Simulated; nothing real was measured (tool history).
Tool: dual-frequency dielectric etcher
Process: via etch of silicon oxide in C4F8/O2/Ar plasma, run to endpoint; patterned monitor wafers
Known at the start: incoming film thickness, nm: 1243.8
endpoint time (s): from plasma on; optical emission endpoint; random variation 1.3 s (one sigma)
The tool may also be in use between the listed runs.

Run 1, hour 0: source power (W) 2010, bias power (W) 1649. Result: endpoint time (s) 261.25.
Run 2, hour 1.8: source power (W) 1740, bias power (W) 1649. Result: endpoint time (s) 274.29.
Run 3, hour 10.2: source power (W) 1870, bias power (W) 1675. Result: endpoint time (s) 267.21.
Run 4, hour 16: source power (W) 1980, bias power (W) 1698. Result: endpoint time (s) 259.63.
Run 5, hour 23.8: source power (W) 2070, bias power (W) 1713. Result: endpoint time (s) 255.59.
Run 6, hour 31.8: source power (W) 2150, bias power (W) 1730. Result: endpoint time (s) 248.89.
Run 7, hour 40.4: source power (W) 2210, bias power (W) 1739. Result: endpoint time (s) 248.08.
Run 8, hour 41.9: source power (W) 2270, bias power (W) 1752. Result: endpoint time (s) 244.7.

The next listed run, before its measurement:
Run 9, hour 49.5: source power (W) 2320, bias power (W) 1763. Result: endpoint time (s) ?.

endpoint time (s): 243.42

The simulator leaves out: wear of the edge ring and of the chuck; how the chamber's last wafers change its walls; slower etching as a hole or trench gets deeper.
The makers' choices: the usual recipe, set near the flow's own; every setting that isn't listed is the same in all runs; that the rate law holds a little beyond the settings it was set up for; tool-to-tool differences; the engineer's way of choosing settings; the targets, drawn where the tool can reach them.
